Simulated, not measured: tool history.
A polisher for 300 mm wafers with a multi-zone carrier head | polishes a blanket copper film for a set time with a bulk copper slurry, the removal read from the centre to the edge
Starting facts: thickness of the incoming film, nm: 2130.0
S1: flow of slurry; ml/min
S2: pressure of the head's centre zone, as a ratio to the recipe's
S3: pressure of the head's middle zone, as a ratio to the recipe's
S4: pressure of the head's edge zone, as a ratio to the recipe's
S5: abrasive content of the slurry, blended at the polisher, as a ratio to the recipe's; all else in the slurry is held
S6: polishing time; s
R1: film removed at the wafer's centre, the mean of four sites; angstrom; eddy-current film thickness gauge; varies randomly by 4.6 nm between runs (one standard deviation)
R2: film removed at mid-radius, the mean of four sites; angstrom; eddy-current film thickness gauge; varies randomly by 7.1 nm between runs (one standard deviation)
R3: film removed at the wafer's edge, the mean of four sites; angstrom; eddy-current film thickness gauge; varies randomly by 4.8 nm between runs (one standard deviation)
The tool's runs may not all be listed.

{"run": 1, "day": 0.0, "S1": 155, "S2": 1.0, "S3": 1.0, "S4": 1.0, "S5": 1.0, "S6": 52, "R1": 8178.0, "R2": 7986.8, "R3": 7807.6}
{"run": 2, "day": 0.162, "S1": 140, "S2": 0.95, "S3": 0.97, "S4": 0.97, "S5": 0.85, "S6": 51, "R1": 7185.3, "R2": 6952.6, "R3": 7316.9}
{"run": 3, "day": 0.188, "S1": 140, "S2": 0.9, "S3": 0.97, "S4": 0.97, "S5": 0.85, "S6": 51, "R1": 6780.2, "R2": 7217.2, "R3": 7224.0}
{"run": 4, "day": 0.362, "S1": 140, "S2": 0.9, "S3": 0.97, "S4": 0.9, "S5": 0.85, "S6": 51, "R1": 6751.1, "R2": 7032.2, "R3": 7157.0}
{"run": 5, "day": 0.392, "S1": 135, "S2": 0.89, "S3": 0.98, "S4": 0.89, "S5": 0.75, "S6": 50, "R1": 6323.8, "R2": 6757.0, "R3": 6681.8}
{"run": 6, "day": 0.688, "S1": 135, "S2": 0.97, "S3": 0.98, "S4": 0.89, "S5": 0.75, "S6": 50, "R1": 6841.8, "R2": 6804.5, "R3": 6618.0}
{"run": 7, "day": 0.892, "S1": 135, "S2": 0.97, "S3": 0.98, "S4": 0.89, "S5": 0.75, "S6": 50, "R1": 6842.3, "R2": 6866.0, "R3": 6608.2}

What does the tool deliver on the next run?
{"run": 8, "day": 1.15, "S1": 100, "S2": 0.87, "S3": 0.89, "S4": 0.87, "S5": 0.6, "S6": 50, "R1": "?", "R2": "?", "R3": "?"}

{"run 8": {"R1": 5399.3, "R2": 5584.3, "R3": 5982.8}}
